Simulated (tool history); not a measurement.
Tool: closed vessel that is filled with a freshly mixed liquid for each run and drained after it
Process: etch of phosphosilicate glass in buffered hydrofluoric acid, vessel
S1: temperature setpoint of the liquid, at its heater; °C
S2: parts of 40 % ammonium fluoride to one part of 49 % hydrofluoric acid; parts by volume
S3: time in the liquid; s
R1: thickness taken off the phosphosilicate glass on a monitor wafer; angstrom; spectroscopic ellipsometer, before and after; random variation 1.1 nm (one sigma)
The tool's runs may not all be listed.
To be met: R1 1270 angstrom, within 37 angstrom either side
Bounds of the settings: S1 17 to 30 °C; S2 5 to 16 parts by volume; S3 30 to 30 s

run  hour    S1    S2  S3      R1
  1     0    22   9.5  30  2325.8
  2   7.8  21.5    10  30  2238.6
  3  14.2  21.5   8.5  30  2531.9
  4  18.9  18.5   8.5  30  2121.6
  5  22.1  18.5   8.5  30  2151.9
  6  27.2  18.5  11.5  30  1638.2
  7  29.2  18.5    12  30  1544.7
  8  35.8  17.5  12.5  30    1422
  9  41.5    17    13  30  1338.8

Which of these 4 next moves meets every target?
  A  47.2    22  15.5  30   ?
  B  47.2  17.5    14  30   ?
  C  47.2    17    12  30   ?
  D  47.2  18.5    13  30   ?

move      R1
   A  1473.1
   B  1264.6
   C  1429.6
   D  1439.5
A: lands further from the targets than the last run did
B: all results land within tolerance of their targets
C: lands further from the targets than the last run did
D: lands further from the targets than the last run did
Move B is the one to make.

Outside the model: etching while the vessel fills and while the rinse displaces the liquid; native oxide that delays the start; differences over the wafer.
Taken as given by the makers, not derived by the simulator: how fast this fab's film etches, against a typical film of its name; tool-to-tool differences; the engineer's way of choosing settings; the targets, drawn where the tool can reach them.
